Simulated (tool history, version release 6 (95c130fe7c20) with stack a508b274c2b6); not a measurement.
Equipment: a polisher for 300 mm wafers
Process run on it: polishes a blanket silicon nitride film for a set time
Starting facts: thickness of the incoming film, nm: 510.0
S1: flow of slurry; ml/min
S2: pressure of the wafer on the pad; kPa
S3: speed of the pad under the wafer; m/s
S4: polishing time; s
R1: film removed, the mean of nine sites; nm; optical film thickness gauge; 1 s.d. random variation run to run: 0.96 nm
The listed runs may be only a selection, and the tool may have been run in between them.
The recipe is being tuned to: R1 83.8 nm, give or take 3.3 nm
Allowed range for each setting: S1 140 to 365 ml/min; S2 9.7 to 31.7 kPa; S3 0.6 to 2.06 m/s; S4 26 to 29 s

run 1 hour=0 | S1=235 S2=20.7 S3=1.32 S4=29 | R1=56.886
run 2 hour=6.2 | S1=235 S2=22.8 S3=1.34 S4=29 | R1=62.239
run 3 hour=8.3 | S1=285 S2=22.8 S3=1.34 S4=29 | R1=63.791
run 4 hour=11.7 | S1=335 S2=22.8 S3=1.34 S4=29 | R1=64.142
run 5 hour=18.6 | S1=335 S2=22.8 S3=1.34 S4=26 | R1=58.946
run 6 hour=27.5 | S1=315 S2=22.8 S3=1.34 S4=26 | R1=58.586
run 7 hour=35.9 | S1=315 S2=24.8 S3=1.36 S4=26 | R1=62.752
run 8 hour=38.2 | S1=315 S2=30.3 S3=1.46 S4=26 | R1=80.301

Which of these 4 next moves meets every target?
run A hour=40.5 | S1=265 S2=28.3 S3=1.58 S4=26 | R1=?
run B hour=40.5 | S1=295 S2=29.6 S3=1.26 S4=29 | R1=?
run C hour=40.5 | S1=365 S2=30.3 S3=1.58 S4=26 | R1=?
run D hour=40.5 | S1=280 S2=29 S3=1.42 S4=26 | R1=?

move=A R1=77.862
move=B R1=76.088
move=C R1=84.613
move=D R1=73.28
A: lands further from the targets than the last run did
B: lands further from the targets than the last run did
C: meets every target
D: lands further from the targets than the last run did
Move C is the one to make.
